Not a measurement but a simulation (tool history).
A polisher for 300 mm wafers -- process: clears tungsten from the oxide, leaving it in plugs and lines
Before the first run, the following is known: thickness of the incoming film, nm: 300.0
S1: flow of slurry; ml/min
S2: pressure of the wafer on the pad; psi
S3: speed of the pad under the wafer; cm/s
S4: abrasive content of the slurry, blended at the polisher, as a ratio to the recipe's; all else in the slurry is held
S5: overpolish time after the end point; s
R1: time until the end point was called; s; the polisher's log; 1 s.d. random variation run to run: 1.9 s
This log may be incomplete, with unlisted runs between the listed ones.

| run | hour | S1 | S2 | S3 | S4 | S5 | R1 |
|---|---|---|---|---|---|---|---|
| 1 | 0.0 | 235 | 2.8 | 102 | 1.00 | 37 | 98.328 |
| 2 | 6.8 | 235 | 2.8 | 102 | 1.00 | 37 | 100.510 |
| 3 | 15.8 | 235 | 2.7 | 102 | 1.00 | 37 | 103.590 |
| 4 | 19.3 | 235 | 2.6 | 102 | 1.00 | 37 | 107.550 |
| 5 | 26.5 | 235 | 2.6 | 102 | 0.85 | 37 | 109.430 |
| 6 | 30.5 | 290 | 2.6 | 102 | 0.85 | 37 | 110.400 |
| 7 | 31.2 | 290 | 2.6 | 102 | 0.85 | 37 | 108.080 |

Run 8 has not been measured yet. What should we expect?
| 8 | 39.0 | 290 | 2.5 | 102 | 0.85 | 37 | ? |

Run 8 produced R1 111.880 s.
